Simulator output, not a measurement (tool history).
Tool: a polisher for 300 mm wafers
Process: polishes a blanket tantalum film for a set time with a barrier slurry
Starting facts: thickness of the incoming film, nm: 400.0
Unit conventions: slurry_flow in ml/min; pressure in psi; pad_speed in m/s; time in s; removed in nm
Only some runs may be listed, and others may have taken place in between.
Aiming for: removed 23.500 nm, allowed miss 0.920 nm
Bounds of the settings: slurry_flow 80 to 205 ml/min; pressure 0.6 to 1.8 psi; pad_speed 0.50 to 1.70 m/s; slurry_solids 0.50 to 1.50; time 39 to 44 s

run,hour,slurry_flow,pressure,pad_speed,slurry_solids,time,removed
1,0.0,135,1.2,1.10,1.00,44,51.482
2,2.4,135,1.0,1.10,1.00,44,42.849
3,3.5,135,1.0,1.10,1.00,39,38.982
4,4.3,135,1.0,1.10,0.90,39,37.544
5,12.3,120,1.0,1.10,0.90,39,36.463
6,15.2,115,0.9,1.10,0.90,39,32.878
7,21.6,100,0.6,1.04,0.90,39,20.016
8,26.2,105,0.6,1.04,0.90,39,20.293
9,32.3,105,0.6,1.04,0.90,39,20.498
10,38.1,110,0.6,1.04,0.90,39,20.491
11,46.1,115,0.6,1.04,0.90,39,20.819
12,51.6,120,0.6,1.04,0.90,39,21.175
13,57.3,125,0.6,1.04,0.90,39,21.125
14,58.9,130,0.6,1.04,0.90,39,21.763
15,65.8,135,0.6,1.04,0.90,39,21.906
16,71.9,140,0.6,1.04,0.90,39,22.475
17,72.5,145,0.6,1.04,0.90,39,21.822
18,74.9,150,0.6,1.04,0.90,39,22.182
19,82.9,155,0.6,1.04,0.90,39,22.073
20,91.4,160,0.6,1.04,0.90,39,23.018

Pick the move, out of 4, that brings all results within their allowed miss; only one does.
A,99.9,165,0.6,1.04,0.80,39,?
B,99.9,150,0.6,0.96,1.00,40,?
C,99.9,160,0.8,0.72,0.95,39,?
D,99.9,160,0.6,1.04,0.90,40,?

move,removed
A,21.509
B,21.693
C,20.979
D,22.905
A: its largest miss is bigger than the last run's
B: its largest miss is bigger than the last run's
C: its largest miss is bigger than the last run's
D: hits every target within its allowed miss
The move that meets every target is D.

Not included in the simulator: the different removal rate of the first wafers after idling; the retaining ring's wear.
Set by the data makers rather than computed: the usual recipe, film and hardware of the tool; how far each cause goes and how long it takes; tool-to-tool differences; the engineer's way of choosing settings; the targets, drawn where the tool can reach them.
